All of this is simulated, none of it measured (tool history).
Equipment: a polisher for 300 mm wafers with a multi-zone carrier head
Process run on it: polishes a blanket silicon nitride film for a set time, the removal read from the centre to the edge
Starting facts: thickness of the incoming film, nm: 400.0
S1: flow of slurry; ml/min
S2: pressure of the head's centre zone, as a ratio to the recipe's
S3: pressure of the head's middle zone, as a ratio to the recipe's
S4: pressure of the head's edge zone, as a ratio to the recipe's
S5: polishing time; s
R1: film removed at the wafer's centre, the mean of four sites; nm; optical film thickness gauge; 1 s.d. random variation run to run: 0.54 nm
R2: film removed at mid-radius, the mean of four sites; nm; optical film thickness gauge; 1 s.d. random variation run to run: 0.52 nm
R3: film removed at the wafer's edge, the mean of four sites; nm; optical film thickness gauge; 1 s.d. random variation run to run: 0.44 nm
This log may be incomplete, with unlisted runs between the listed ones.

run 1 hour=0.0 | S1=190 S2=1.00 S3=1.00 S4=1.00 S5=52 | R1=72.529 R2=70.511 R3=68.689
run 2 hour=3.1 | S1=170 S2=1.00 S3=1.00 S4=1.00 S5=52 | R1=71.215 R2=70.714 R3=69.103
run 3 hour=4.2 | S1=170 S2=1.00 S3=1.00 S4=0.92 S5=52 | R1=71.072 R2=70.051 R3=66.288
run 4 hour=8.5 | S1=170 S2=0.92 S3=1.00 S4=0.92 S5=52 | R1=64.708 R2=70.179 R3=66.278
run 5 hour=11.5 | S1=175 S2=0.95 S3=0.96 S4=0.94 S5=51 | R1=67.068 R2=65.950 R3=65.641
run 6 hour=14.4 | S1=175 S2=0.87 S3=0.96 S4=0.94 S5=51 | R1=60.998 R2=66.125 R3=65.685
run 7 hour=19.3 | S1=175 S2=0.87 S3=0.96 S4=0.94 S5=51 | R1=60.848 R2=66.450 R3=66.556
run 8 hour=24.7 | S1=185 S2=0.90 S3=0.93 S4=0.95 S5=50 | R1=62.280 R2=64.654 R3=64.219
run 9 hour=28.4 | S1=175 S2=0.94 S3=0.91 S4=0.99 S5=50 | R1=64.785 R2=61.924 R3=65.710
run 10 hour=34.4 | S1=200 S2=1.04 S3=0.81 S4=0.98 S5=49 | R1=71.188 R2=56.253 R3=66.178

For run 11, what comes out?
run 11 hour=41.5 | S1=200 S2=1.05 S3=0.81 S4=0.98 S5=49 | R1=? R2=? R3=?

{"run 11": {"R1": 71.329, "R2": 56.423, "R3": 65.543}}
